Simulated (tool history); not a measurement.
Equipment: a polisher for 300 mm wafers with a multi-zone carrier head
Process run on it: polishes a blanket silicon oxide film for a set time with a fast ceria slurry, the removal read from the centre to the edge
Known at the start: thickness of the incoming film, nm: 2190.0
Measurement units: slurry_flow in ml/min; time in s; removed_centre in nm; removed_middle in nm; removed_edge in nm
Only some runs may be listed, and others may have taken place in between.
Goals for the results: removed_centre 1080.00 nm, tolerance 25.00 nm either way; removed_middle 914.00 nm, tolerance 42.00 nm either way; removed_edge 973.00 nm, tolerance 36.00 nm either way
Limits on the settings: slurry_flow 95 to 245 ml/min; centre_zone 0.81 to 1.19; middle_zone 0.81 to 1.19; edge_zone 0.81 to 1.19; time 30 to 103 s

run 1 hour=0.0 | slurry_flow=155 centre_zone=1.00 middle_zone=1.00 edge_zone=1.00 time=66 | removed_centre=860.54 removed_middle=864.98 removed_edge=843.99
run 2 hour=5.6 | slurry_flow=135 centre_zone=1.00 middle_zone=1.00 edge_zone=1.00 time=66 | removed_centre=833.70 removed_middle=842.77 removed_edge=822.50
run 3 hour=13.4 | slurry_flow=135 centre_zone=1.00 middle_zone=1.07 edge_zone=1.00 time=66 | removed_centre=837.43 removed_middle=879.09 removed_edge=850.19
run 4 hour=16.4 | slurry_flow=145 centre_zone=1.02 middle_zone=1.06 edge_zone=1.03 time=66 | removed_centre=869.00 removed_middle=871.28 removed_edge=863.84
run 5 hour=22.4 | slurry_flow=145 centre_zone=1.08 middle_zone=1.06 edge_zone=1.03 time=66 | removed_centre=918.98 removed_middle=885.22 removed_edge=866.42
run 6 hour=28.4 | slurry_flow=155 centre_zone=1.09 middle_zone=1.05 edge_zone=1.05 time=66 | removed_centre=925.63 removed_middle=883.72 removed_edge=865.28
run 7 hour=36.1 | slurry_flow=160 centre_zone=1.10 middle_zone=1.04 edge_zone=1.07 time=67 | removed_centre=945.90 removed_middle=883.06 removed_edge=913.23
run 8 hour=44.7 | slurry_flow=205 centre_zone=1.18 middle_zone=1.02 edge_zone=1.04 time=66 | removed_centre=1039.40 removed_middle=909.54 removed_edge=889.97
run 9 hour=51.8 | slurry_flow=205 centre_zone=1.18 middle_zone=1.02 edge_zone=1.05 time=66 | removed_centre=1039.30 removed_middle=902.42 removed_edge=929.20
run 10 hour=54.6 | slurry_flow=210 centre_zone=1.18 middle_zone=1.02 edge_zone=1.05 time=66 | removed_centre=1046.60 removed_middle=911.40 removed_edge=899.37

Exactly one of the 4 candidate moves below puts every result within its allowed miss. Which one?
run A hour=57.4 | slurry_flow=215 centre_zone=1.06 middle_zone=1.03 edge_zone=1.12 time=70 | removed_centre=? removed_middle=? removed_edge=?
run B hour=57.4 | slurry_flow=190 centre_zone=1.17 middle_zone=0.95 edge_zone=1.09 time=70 | removed_centre=? removed_middle=? removed_edge=?
run C hour=57.4 | slurry_flow=205 centre_zone=1.10 middle_zone=1.01 edge_zone=1.03 time=67 | removed_centre=? removed_middle=? removed_edge=?
run D hour=57.4 | slurry_flow=155 centre_zone=1.10 middle_zone=0.90 edge_zone=1.19 time=68 | removed_centre=? removed_middle=? removed_edge=?

move=A removed_centre=1007.20 removed_middle=957.77 removed_edge=998.64
move=B removed_centre=1074.50 removed_middle=893.78 removed_edge=974.97
move=C removed_centre=987.67 removed_middle=899.40 removed_edge=917.04
move=D removed_centre=954.39 removed_middle=812.87 removed_edge=963.16
A: the furthest-off result lands on target, but another misses its tolerance
B: meets every target
C: its largest miss is bigger than the last run's
D: the furthest-off result lands on target, but another misses its tolerance
B is the move that brings every result within its allowed miss.

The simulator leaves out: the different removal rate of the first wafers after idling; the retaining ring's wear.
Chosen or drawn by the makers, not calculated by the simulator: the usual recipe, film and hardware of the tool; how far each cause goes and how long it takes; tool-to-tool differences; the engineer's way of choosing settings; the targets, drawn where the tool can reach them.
